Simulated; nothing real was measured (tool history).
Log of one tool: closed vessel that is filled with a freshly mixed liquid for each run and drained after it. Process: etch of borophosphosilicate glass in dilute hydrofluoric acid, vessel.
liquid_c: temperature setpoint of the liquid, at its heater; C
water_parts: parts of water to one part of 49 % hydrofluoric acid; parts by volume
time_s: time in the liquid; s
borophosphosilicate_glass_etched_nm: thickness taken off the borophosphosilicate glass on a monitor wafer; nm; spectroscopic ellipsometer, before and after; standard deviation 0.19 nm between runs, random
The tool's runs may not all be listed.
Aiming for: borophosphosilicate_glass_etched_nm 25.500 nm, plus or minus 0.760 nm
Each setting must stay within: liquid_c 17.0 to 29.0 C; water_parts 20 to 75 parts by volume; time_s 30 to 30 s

| run | day | liquid_c | water_parts | time_s | borophosphosilicate_glass_etched_nm |
|---|---|---|---|---|---|
| 1 | 0.000 | 21.0 | 45 | 30 | 19.769 |
| 2 | 0.238 | 22.5 | 45 | 30 | 20.696 |
| 3 | 0.392 | 23.5 | 45 | 30 | 21.720 |
| 4 | 0.712 | 22.0 | 45 | 30 | 20.173 |
|  | 1.004 | thermometer replaced |
| 5 | 1.004 | 20.5 | 45 | 30 | 20.430 |
| 6 | 1.079 | 20.5 | 45 | 30 | 20.217 |
| 7 | 1.338 | 21.5 | 45 | 30 | 21.275 |
| 8 | 1.429 | 22.5 | 45 | 30 | 22.105 |

Which one of the following 4 next-run settings gets every result inside its allowed miss? There is exactly one.
| A | 1.521 | 23.0 | 40 | 30 | ? |
| B | 1.521 | 20.5 | 35 | 30 | ? |
| C | 1.521 | 24.0 | 40 | 30 | ? |
| D | 1.521 | 21.0 | 35 | 30 | ? |

| move | borophosphosilicate_glass_etched_nm |
|---|---|
| A | 25.745 |
| B | 26.639 |
| C | 26.840 |
| D | 27.214 |
A: each result inside its tolerance
B: moves the result that the last run missed by most past its target, out the other side
C: moves the result that the last run missed by most past its target, out the other side
D: moves the result that the last run missed by most past its target, out the other side
Go with A: it meets all targets.

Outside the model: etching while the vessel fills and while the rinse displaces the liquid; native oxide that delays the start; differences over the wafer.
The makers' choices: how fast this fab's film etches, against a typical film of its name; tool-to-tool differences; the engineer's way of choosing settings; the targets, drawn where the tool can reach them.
